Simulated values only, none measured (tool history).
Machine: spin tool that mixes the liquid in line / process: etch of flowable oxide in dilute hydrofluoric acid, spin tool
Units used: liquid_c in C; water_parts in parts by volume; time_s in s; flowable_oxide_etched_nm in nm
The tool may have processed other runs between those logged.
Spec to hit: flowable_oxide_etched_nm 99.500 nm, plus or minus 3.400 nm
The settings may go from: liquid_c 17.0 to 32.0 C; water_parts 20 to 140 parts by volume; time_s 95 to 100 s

run,hour,liquid_c,water_parts,time_s,flowable_oxide_etched_nm
1,0.0,24.0,75,95,85.403
2,3.8,22.0,75,95,79.541
3,5.6,22.5,75,95,78.985
4,10.9,19.5,75,95,71.236
5,17.9,20.5,75,95,73.922
6,20.9,20.5,75,100,78.866
7,22.4,21.0,75,100,79.606
8,24.0,21.5,75,100,81.834
9,24.7,22.0,75,100,84.943
10,25.6,25.5,75,100,96.274

Which of these 4 next moves meets every target?
A,26.5,25.5,75,95,?
B,26.5,24.0,65,95,?
C,26.5,27.5,70,95,?
D,26.5,28.0,85,100,?

move,flowable_oxide_etched_nm
A,91.564
B,100.770
C,106.910
D,92.554
A: further off than the last run
B: hits every target within its allowed miss
C: carries the result that was furthest off beyond its target, to the other side
D: further off than the last run
Answer: B
